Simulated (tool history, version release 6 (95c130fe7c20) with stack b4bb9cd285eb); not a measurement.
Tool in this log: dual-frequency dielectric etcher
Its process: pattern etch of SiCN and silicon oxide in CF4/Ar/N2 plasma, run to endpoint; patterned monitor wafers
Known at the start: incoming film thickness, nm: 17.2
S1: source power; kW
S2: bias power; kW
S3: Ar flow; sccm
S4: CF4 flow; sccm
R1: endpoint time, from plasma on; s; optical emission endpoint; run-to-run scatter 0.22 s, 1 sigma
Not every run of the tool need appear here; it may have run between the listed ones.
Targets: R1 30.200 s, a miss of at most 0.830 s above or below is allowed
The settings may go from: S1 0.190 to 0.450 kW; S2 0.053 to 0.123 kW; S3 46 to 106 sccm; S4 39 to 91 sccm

run 1 hour=0.0 | S1=0.320 S2=0.088 S3=76 S4=65 | R1=24.954
run 2 hour=2.1 | S1=0.320 S2=0.079 S3=76 S4=65 | R1=26.553
run 3 hour=3.0 | S1=0.310 S2=0.079 S3=76 S4=65 | R1=27.602
run 4 hour=10.0 | S1=0.310 S2=0.079 S3=76 S4=61 | R1=27.241
run 5 hour=16.7 | S1=0.310 S2=0.095 S3=76 S4=61 | R1=24.882
run 6 hour=25.6 | S1=0.290 S2=0.094 S3=76 S4=61 | R1=26.635
run 7 hour=31.3 | S1=0.280 S2=0.094 S3=76 S4=61 | R1=27.511
run 8 hour=39.2 | S1=0.270 S2=0.094 S3=76 S4=61 | R1=27.819
run 9 hour=47.3 | S1=0.260 S2=0.094 S3=76 S4=61 | R1=29.244

Which one of the following 4 next-run settings gets every result inside its allowed miss? There is exactly one.
run A hour=55.4 | S1=0.240 S2=0.112 S3=62 S4=54 | R1=?
run B hour=55.4 | S1=0.260 S2=0.102 S3=68 S4=51 | R1=?
run C hour=55.4 | S1=0.240 S2=0.100 S3=69 S4=58 | R1=?
run D hour=55.4 | S1=0.270 S2=0.091 S3=79 S4=67 | R1=?

move=A R1=27.987
move=B R1=27.986
move=C R1=29.838
move=D R1=28.271
A: its largest miss is bigger than the last run's
B: its largest miss is bigger than the last run's
C: each result inside its tolerance
D: its largest miss is bigger than the last run's
Move C is the one to make.
